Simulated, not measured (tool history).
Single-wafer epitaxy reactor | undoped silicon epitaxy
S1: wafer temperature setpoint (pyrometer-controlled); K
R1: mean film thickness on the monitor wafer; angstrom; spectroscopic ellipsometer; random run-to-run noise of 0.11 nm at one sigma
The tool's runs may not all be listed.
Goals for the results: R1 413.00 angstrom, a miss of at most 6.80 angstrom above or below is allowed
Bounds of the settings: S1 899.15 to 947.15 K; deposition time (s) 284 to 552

{"run": 1, "day": 0.0, "S1": 923.15, "deposition time (s)": 418, "R1": 615.65}
{"run": 2, "day": 0.371, "S1": 923.15, "deposition time (s)": 372, "R1": 547.07}
{"run": 3, "day": 0.542, "S1": 923.15, "deposition time (s)": 410, "R1": 601.84}
{"run": 4, "day": 0.825, "S1": 915.15, "deposition time (s)": 410, "R1": 493.79}
{"run": 5, "day": 1.062, "S1": 913.15, "deposition time (s)": 410, "R1": 470.48}
{"run": 6, "day": 1.3, "S1": 911.15, "deposition time (s)": 410, "R1": 443.68}
{"run": 7, "day": 1.417, "S1": 910.15, "deposition time (s)": 410, "R1": 433.55}
{"run": 8, "day": 1.7, "S1": 909.15, "deposition time (s)": 410, "R1": 422.69}

Below are 5 possible settings for the next run. Only one of them brings all results inside the allowed miss of their targets. Which is it?
{"run": "A", "day": 1.983, "S1": 901.15, "deposition time (s)": 476, "R1": "?"}
{"run": "B", "day": 1.983, "S1": 909.15, "deposition time (s)": 384, "R1": "?"}
{"run": "C", "day": 1.983, "S1": 906.15, "deposition time (s)": 410, "R1": "?"}
{"run": "D", "day": 1.983, "S1": 910.15, "deposition time (s)": 378, "R1": "?"}
{"run": "E", "day": 1.983, "S1": 905.15, "deposition time (s)": 443, "R1": "?"}

move=A R1=398.19
move=B R1=396.63
move=C R1=391.48
move=D R1=400.73
move=E R1=412.01
A: moves the result that the last run missed by most past its target, out the other side
B: moves the result that the last run missed by most past its target, out the other side
C: moves the result that the last run missed by most past its target, out the other side
D: moves the result that the last run missed by most past its target, out the other side
E: all results in spec
Move E is the one to make.
